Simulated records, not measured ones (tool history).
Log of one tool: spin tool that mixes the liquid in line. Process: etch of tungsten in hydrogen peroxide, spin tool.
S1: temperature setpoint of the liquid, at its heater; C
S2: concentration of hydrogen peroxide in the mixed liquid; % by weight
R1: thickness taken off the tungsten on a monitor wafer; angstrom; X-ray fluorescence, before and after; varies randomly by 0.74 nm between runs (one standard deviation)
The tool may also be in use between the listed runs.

Run 1, hour 0.0: S1 46.0 C, S2 18 % by weight, time under the liquid (s) 55. Result: R1 606.90 angstrom.
Run 2, hour 8.9: S1 46.0 C, S2 18 % by weight, time under the liquid (s) 60. Result: R1 656.56 angstrom.
Run 3, hour 17.4: S1 46.0 C, S2 20 % by weight, time under the liquid (s) 60. Result: R1 698.03 angstrom.
Run 4, hour 25.9: S1 47.5 C, S2 20 % by weight, time under the liquid (s) 60. Result: R1 769.64 angstrom.
Run 5, hour 32.9: S1 47.5 C, S2 20 % by weight, time under the liquid (s) 55. Result: R1 702.56 angstrom.
Run 6, hour 35.3: S1 47.5 C, S2 20 % by weight, time under the liquid (s) 60. Result: R1 763.08 angstrom.

The next listed run, before its measurement:
Run 7, hour 37.0: S1 49.0 C, S2 20 % by weight, time under the liquid (s) 60. Result: R1 ?.

{"run 7": {"R1": 837.66}}
